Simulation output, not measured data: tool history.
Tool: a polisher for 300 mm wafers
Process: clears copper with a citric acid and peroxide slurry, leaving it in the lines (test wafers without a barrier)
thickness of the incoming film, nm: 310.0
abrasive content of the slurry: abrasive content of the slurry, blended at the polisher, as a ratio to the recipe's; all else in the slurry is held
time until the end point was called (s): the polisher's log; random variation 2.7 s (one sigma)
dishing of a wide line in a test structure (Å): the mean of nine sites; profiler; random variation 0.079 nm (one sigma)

run	hour	flow of slurry (ml/min)	pressure of the wafer on the pad (kPa)	speed of the pad under the wafer (m/s)	abrasive content of the slurry	overpolish time after the end point (s)	time until the end point was called (s)	dishing of a wide line in a test structure (Å)
1	0.0	285	15.9	1.12	1.00	12	200.99	146.550
2	1.7	285	15.9	1.32	1.00	12	169.46	170.920
3	10.6	275	13.1	1.38	0.95	9	191.49	114.580
4	16.8	240	11.0	1.48	0.80	7	218.75	78.838
5	25.7	220	10.3	1.56	0.70	6	229.77	66.305
6	31.4	205	10.3	1.62	0.65	5	229.81	54.745
7	36.2	200	11.0	1.64	0.60	5	226.58	55.994

Forecast run 8:
8	44.2	190	11.0	1.68	0.55	5	?	?

Run 8 gave time until the end point was called (s) 230.36, dishing of a wide line in a test structure (Å) 55.781.
